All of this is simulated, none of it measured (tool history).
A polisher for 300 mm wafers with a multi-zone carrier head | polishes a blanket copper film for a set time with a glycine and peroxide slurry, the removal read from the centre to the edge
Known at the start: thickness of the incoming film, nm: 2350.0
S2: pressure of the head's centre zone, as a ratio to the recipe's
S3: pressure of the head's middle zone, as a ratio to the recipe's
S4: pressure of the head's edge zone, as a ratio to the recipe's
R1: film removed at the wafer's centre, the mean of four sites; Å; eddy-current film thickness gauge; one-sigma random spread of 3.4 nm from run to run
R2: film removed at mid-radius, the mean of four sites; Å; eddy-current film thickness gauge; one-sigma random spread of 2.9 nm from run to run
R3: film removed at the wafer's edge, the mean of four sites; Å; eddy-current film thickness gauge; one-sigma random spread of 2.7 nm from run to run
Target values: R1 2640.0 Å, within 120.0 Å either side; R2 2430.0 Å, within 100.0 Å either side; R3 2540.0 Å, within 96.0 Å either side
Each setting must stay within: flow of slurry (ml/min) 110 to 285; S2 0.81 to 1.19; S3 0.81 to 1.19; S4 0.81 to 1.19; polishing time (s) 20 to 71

{"run": 1, "hour": 0.0, "flow of slurry (ml/min)": 180, "S2": 1.0, "S3": 1.0, "S4": 1.0, "polishing time (s)": 45, "R1": 1645.6, "R2": 1646.1, "R3": 1688.3}
{"run": 2, "hour": 0.7, "flow of slurry (ml/min)": 185, "S2": 1.01, "S3": 1.01, "S4": 1.02, "polishing time (s)": 47, "R1": 1720.3, "R2": 1719.8, "R3": 1736.1}
{"run": 3, "hour": 2.6, "flow of slurry (ml/min)": 185, "S2": 1.01, "S3": 1.01, "S4": 1.02, "polishing time (s)": 39, "R1": 1452.7, "R2": 1455.0, "R3": 1471.1}
{"run": 4, "hour": 7.5, "flow of slurry (ml/min)": 185, "S2": 1.02, "S3": 1.01, "S4": 1.02, "polishing time (s)": 42, "R1": 1554.3, "R2": 1568.1, "R3": 1604.1}
{"run": 5, "hour": 8.6, "flow of slurry (ml/min)": 185, "S2": 1.02, "S3": 1.01, "S4": 0.98, "polishing time (s)": 42, "R1": 1562.8, "R2": 1565.2, "R3": 1528.1}
{"run": 6, "hour": 16.7, "flow of slurry (ml/min)": 185, "S2": 0.97, "S3": 1.01, "S4": 0.98, "polishing time (s)": 42, "R1": 1508.6, "R2": 1549.9, "R3": 1574.5}
{"run": 7, "hour": 19.0, "flow of slurry (ml/min)": 190, "S2": 0.98, "S3": 1.0, "S4": 0.99, "polishing time (s)": 45, "R1": 1618.6, "R2": 1664.0, "R3": 1672.1}
{"run": 8, "hour": 23.5, "flow of slurry (ml/min)": 190, "S2": 0.99, "S3": 1.0, "S4": 1.0, "polishing time (s)": 48, "R1": 1801.0, "R2": 1751.6, "R3": 1779.6}
{"run": 9, "hour": 29.6, "flow of slurry (ml/min)": 190, "S2": 0.99, "S3": 1.0, "S4": 1.01, "polishing time (s)": 50, "R1": 1876.7, "R2": 1858.3, "R3": 1890.9}
{"run": 10, "hour": 31.0, "flow of slurry (ml/min)": 195, "S2": 1.0, "S3": 1.0, "S4": 1.02, "polishing time (s)": 51, "R1": 1909.3, "R2": 1885.9, "R3": 1953.2}
{"run": 11, "hour": 38.2, "flow of slurry (ml/min)": 200, "S2": 1.01, "S3": 1.0, "S4": 1.03, "polishing time (s)": 52, "R1": 1885.3, "R2": 1932.5, "R3": 1961.5}
{"run": 12, "hour": 41.3, "flow of slurry (ml/min)": 195, "S2": 1.01, "S3": 1.0, "S4": 1.03, "polishing time (s)": 54, "R1": 1997.5, "R2": 1989.4, "R3": 2041.9}
{"run": 13, "hour": 47.5, "flow of slurry (ml/min)": 195, "S2": 1.02, "S3": 0.99, "S4": 1.03, "polishing time (s)": 56, "R1": 2101.8, "R2": 2047.8, "R3": 2117.9}
{"run": 14, "hour": 54.6, "flow of slurry (ml/min)": 195, "S2": 1.03, "S3": 0.99, "S4": 1.03, "polishing time (s)": 57, "R1": 2170.6, "R2": 2111.3, "R3": 2159.6}
{"run": 15, "hour": 60.2, "flow of slurry (ml/min)": 195, "S2": 1.03, "S3": 0.99, "S4": 1.03, "polishing time (s)": 57, "R1": 2155.8, "R2": 2084.4, "R3": 2162.9}

5 candidate next runs follow, results not yet known. Just one meets every target within its allowed miss. Identify it.
{"run": "A", "hour": 65.8, "flow of slurry (ml/min)": 205, "S2": 0.86, "S3": 1.14, "S4": 1.13, "polishing time (s)": 49, "R1": "?", "R2": "?", "R3": "?"}
{"run": "B", "hour": 65.8, "flow of slurry (ml/min)": 190, "S2": 0.99, "S3": 1.01, "S4": 1.04, "polishing time (s)": 46, "R1": "?", "R2": "?", "R3": "?"}
{"run": "C", "hour": 65.8, "flow of slurry (ml/min)": 170, "S2": 1.19, "S3": 1.06, "S4": 0.87, "polishing time (s)": 66, "R1": "?", "R2": "?", "R3": "?"}
{"run": "D", "hour": 65.8, "flow of slurry (ml/min)": 185, "S2": 1.07, "S3": 0.96, "S4": 1.01, "polishing time (s)": 68, "R1": "?", "R2": "?", "R3": "?"}
{"run": "E", "hour": 65.8, "flow of slurry (ml/min)": 145, "S2": 0.98, "S3": 0.96, "S4": 1.15, "polishing time (s)": 52, "R1": "?", "R2": "?", "R3": "?"}

move=A R1=1594.2 R2=2076.6 R3=1953.1
move=B R1=1640.1 R2=1742.2 R3=1750.4
move=C R1=2665.8 R2=2568.4 R3=2284.7
move=D R1=2559.6 R2=2459.2 R3=2546.6
move=E R1=1771.5 R2=1824.3 R3=2032.7
A: moves away from the targets compared with the last run
B: moves away from the targets compared with the last run
C: the furthest-off result lands on target, but another misses its tolerance
D: every result lands within tolerance
E: moves away from the targets compared with the last run
So the answer is move D, the one that meets all the targets.

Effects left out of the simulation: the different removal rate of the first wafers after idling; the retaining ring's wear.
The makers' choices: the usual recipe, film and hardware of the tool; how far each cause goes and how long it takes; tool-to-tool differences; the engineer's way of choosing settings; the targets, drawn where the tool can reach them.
